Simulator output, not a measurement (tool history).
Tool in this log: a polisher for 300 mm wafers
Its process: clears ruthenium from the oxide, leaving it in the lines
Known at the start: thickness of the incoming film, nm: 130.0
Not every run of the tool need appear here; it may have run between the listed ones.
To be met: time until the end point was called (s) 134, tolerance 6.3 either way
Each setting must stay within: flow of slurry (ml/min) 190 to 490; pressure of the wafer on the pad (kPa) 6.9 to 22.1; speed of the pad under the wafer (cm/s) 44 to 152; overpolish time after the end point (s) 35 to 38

run	day	flow of slurry (ml/min)	pressure of the wafer on the pad (kPa)	speed of the pad under the wafer (cm/s)	overpolish time after the end point (s)	time until the end point was called (s)
1	0	315	14.5	98	35	102.55
2	0.342	315	14.5	122	35	82.48
3	0.629	380	14.5	122	35	81.879
4	0.675	445	14.5	122	35	81.075
5	0.821	445	14.5	122	38	78.922
6	0.846	445	12.4	120	38	92.361
7	1.104	445	12.4	120	38	93.343
8	1.217	445	8.3	116	38	145.45

Exercise: of the 5 proposed moves below, exactly one satisfies all targets within the stated allowed misses. Which move is it?
A	1.329	490	8.3	104	35	?
B	1.329	435	7.6	116	38	?
C	1.329	475	7.6	114	38	?
D	1.329	425	11	94	36	?
E	1.329	400	7.6	122	35	?

move	time until the end point was called (s)
A	157.58
B	154.88
C	156.75
D	133.12
E	148.19
A: lands further from the targets than the last run did
B: lands further from the targets than the last run did
C: lands further from the targets than the last run did
D: meets every target
E: lands further from the targets than the last run did
Move D is the one to make.

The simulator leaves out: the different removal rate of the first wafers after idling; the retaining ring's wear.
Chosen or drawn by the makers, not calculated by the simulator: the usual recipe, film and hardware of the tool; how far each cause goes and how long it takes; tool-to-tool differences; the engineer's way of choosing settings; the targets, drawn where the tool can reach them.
